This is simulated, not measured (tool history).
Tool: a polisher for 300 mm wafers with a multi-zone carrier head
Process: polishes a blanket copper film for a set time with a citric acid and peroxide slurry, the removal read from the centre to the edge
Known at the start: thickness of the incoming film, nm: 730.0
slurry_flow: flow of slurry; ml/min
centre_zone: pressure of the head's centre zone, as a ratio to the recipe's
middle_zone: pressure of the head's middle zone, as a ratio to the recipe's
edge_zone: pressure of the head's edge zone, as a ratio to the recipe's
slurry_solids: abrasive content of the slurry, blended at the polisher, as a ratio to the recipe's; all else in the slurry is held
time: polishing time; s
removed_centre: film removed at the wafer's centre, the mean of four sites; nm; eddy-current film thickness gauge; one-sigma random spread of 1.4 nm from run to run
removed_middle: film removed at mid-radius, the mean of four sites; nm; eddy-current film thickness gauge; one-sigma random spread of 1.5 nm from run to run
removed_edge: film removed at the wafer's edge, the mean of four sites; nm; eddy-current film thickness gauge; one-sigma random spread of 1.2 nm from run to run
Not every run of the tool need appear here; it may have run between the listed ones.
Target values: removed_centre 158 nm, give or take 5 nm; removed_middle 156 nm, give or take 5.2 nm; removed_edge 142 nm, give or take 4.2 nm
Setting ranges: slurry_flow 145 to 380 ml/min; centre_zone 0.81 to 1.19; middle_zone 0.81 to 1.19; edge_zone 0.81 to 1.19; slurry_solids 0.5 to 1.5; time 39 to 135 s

run    day  slurry_flow  centre_zone  middle_zone  edge_zone  slurry_solids  time  removed_centre  removed_middle  removed_edge
  1      0          245            1            1          1              1    87          162.07          168.77        163.53
  2  0.175          245            1         1.04          1              1    87          162.18          171.16         165.5
  3  0.454          240         1.01         1.02       0.96           0.95    87          160.15          164.76         159.3
  4  0.479          240         1.01         1.02       0.96           1.15    87          167.64          171.58        168.35
  5    0.8          240         1.01         1.02       0.91           1.15    87          170.34          172.34        163.23
  6  1.025          235         1.01         1.01       0.89            1.1    87          165.59          169.86        159.64
  7  1.062          230         1.02            1       0.87           1.05    87          162.43          165.14        155.35
  8  1.275          225         1.03            1       0.86              1    87          166.24          162.49        152.28
  9  1.404          220         1.03            1       0.85           0.95    87           161.6           163.4         151.4
 10  1.454          220         1.04            1       0.84            0.9    87          162.52          159.77        145.26
 11  1.762          215         1.04            1       0.84            0.9    87          161.62          159.84        145.82
 12  2.021          215         1.04            1       0.84            0.9    87          159.93          156.59        147.07

Which single option among these 5 for the next run brings every result within its allowed miss of target? Just one does.
  A  2.279          260         1.07         1.04       0.89            1.3    74               ?               ?             ?
  B  2.279          235          1.1         1.12       0.86            0.8    85               ?               ?             ?
  C  2.279          235          1.1            1       0.81            0.8    87               ?               ?             ?
  D  2.279          175         1.03          0.9        0.9              1    91               ?               ?             ?
  E  2.279          225         1.06         1.01       0.89            0.9    88               ?               ?             ?

move  removed_centre  removed_middle  removed_edge
   A           157.3          154.77        141.11
   B          163.81           167.1        141.06
   C          167.52          155.31        140.83
   D           165.1          150.59        158.11
   E          166.81          161.98        152.07
A: every result within its allowed miss
B: gets the furthest-off result to its target, but another result is out of tolerance
C: gets the furthest-off result to its target, but another result is out of tolerance
D: further off than the last run
E: further off than the last run
Go with A: it meets all targets.
